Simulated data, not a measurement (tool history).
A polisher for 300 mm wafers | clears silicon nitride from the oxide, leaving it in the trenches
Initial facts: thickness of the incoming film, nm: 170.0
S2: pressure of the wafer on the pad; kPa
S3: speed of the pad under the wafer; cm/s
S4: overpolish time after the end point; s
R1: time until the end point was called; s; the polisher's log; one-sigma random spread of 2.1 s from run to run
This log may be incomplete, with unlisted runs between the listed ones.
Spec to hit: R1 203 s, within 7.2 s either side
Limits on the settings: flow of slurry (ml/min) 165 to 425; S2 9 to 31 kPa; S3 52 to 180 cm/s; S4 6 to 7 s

{"run": 1, "day": 0.0, "flow of slurry (ml/min)": 275, "S2": 20, "S3": 116, "S4": 7, "R1": 167.5}
{"run": 2, "day": 0.15, "flow of slurry (ml/min)": 275, "S2": 23.4, "S3": 116, "S4": 7, "R1": 146.52}
{"run": 3, "day": 0.404, "flow of slurry (ml/min)": 340, "S2": 23.4, "S3": 116, "S4": 7, "R1": 142.28}
{"run": 4, "day": 0.504, "flow of slurry (ml/min)": 340, "S2": 28.3, "S3": 116, "S4": 7, "R1": 116.14}
{"run": 5, "day": 0.858, "flow of slurry (ml/min)": 340, "S2": 31, "S3": 116, "S4": 7, "R1": 106.12}
{"run": 6, "day": 0.979, "flow of slurry (ml/min)": 340, "S2": 28.3, "S3": 116, "S4": 7, "R1": 117.47}
{"run": 7, "day": 1.204, "flow of slurry (ml/min)": 340, "S2": 26.2, "S3": 116, "S4": 7, "R1": 126.4}
{"run": 8, "day": 1.512, "flow of slurry (ml/min)": 335, "S2": 24.1, "S3": 116, "S4": 7, "R1": 135.69}
{"run": 9, "day": 1.546, "flow of slurry (ml/min)": 325, "S2": 22.8, "S3": 116, "S4": 7, "R1": 147.2}
{"run": 10, "day": 1.85, "flow of slurry (ml/min)": 315, "S2": 17.2, "S3": 114, "S4": 7, "R1": 188.26}

Of the 4 settings listed for the next run, only one would bring every result within its allowed miss of target. Which one?
{"run": "A", "day": 2.154, "flow of slurry (ml/min)": 290, "S2": 20.7, "S3": 108, "S4": 6, "R1": "?"}
{"run": "B", "day": 2.154, "flow of slurry (ml/min)": 390, "S2": 13.1, "S3": 132, "S4": 7, "R1": "?"}
{"run": "C", "day": 2.154, "flow of slurry (ml/min)": 310, "S2": 15.9, "S3": 106, "S4": 7, "R1": "?"}
{"run": "D", "day": 2.154, "flow of slurry (ml/min)": 330, "S2": 16.5, "S3": 112, "S4": 6, "R1": "?"}

move=A R1=173.55
move=B R1=224.36
move=C R1=226.54
move=D R1=207.19
A: lands further from the targets than the last run did
B: takes the result that was furthest off past its target
C: takes the result that was furthest off past its target
D: meets every target
Correct choice: D, which meets every target
